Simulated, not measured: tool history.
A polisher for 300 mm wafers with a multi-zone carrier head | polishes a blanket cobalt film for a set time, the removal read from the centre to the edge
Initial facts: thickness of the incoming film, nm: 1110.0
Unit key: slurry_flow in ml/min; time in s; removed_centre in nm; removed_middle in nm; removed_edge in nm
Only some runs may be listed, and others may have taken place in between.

run	hour	slurry_flow	centre_zone	middle_zone	edge_zone	time	removed_centre	removed_middle	removed_edge
1	0	235	1	1	1	64	359.51	403.72	377.05
2	5.5	235	1	1	1	53	294.18	326.74	317.74
3	11.9	235	1	1	1	42	238.97	257.96	248.37
4	17.2	225	1.02	0.94	0.99	40	230.95	236.1	239.95
5	22.5	225	0.95	0.94	0.99	40	211.45	234.83	233.17
6	29.2	225	0.95	0.94	1.07	40	213.7	239.22	247.75
7	30.2	220	1	0.9	1.04	39	212.51	219.32	236.33
8	38.7	215	1.04	0.87	1.01	39	226.99	216.42	234.81

Run 9 is up next; what results do you expect?
9	44.4	210	1.06	0.85	1	38	?	?	?

removed_centre: 225.78 nm
removed_middle: 205.91 nm
removed_edge: 220.81 nm
